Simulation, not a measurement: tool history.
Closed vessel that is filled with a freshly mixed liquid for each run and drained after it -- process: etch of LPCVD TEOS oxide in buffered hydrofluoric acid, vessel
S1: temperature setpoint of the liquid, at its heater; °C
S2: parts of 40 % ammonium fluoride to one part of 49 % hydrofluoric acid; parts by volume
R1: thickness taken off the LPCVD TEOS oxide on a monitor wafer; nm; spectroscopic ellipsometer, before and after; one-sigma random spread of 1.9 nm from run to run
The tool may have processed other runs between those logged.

Run 1, hour 0: S1 24 °C, S2 7.5 parts by volume, time in the liquid (s) 30. Result: R1 104.82 nm.
Run 2, hour 7.5: S1 26.5 °C, S2 7 parts by volume, time in the liquid (s) 30. Result: R1 130.18 nm.
Run 3, hour 12.3: S1 28 °C, S2 7 parts by volume, time in the liquid (s) 30. Result: R1 143.78 nm.
Run 4, hour 15.8: S1 28 °C, S2 7 parts by volume, time in the liquid (s) 30. Result: R1 141.44 nm.
Run 5, hour 18.6: S1 28 °C, S2 7 parts by volume, time in the liquid (s) 30. Result: R1 142.03 nm.
Run 6, hour 23.7: S1 30.5 °C, S2 7 parts by volume, time in the liquid (s) 30. Result: R1 160.64 nm.
Run 7, hour 29.1: S1 31 °C, S2 7 parts by volume, time in the liquid (s) 30. Result: R1 166.75 nm.

The next listed run, before its measurement:
Run 8, hour 34.3: S1 31.5 °C, S2 7 parts by volume, time in the liquid (s) 30. Result: R1 ?.

{"run 8": {"R1": 166.72}}
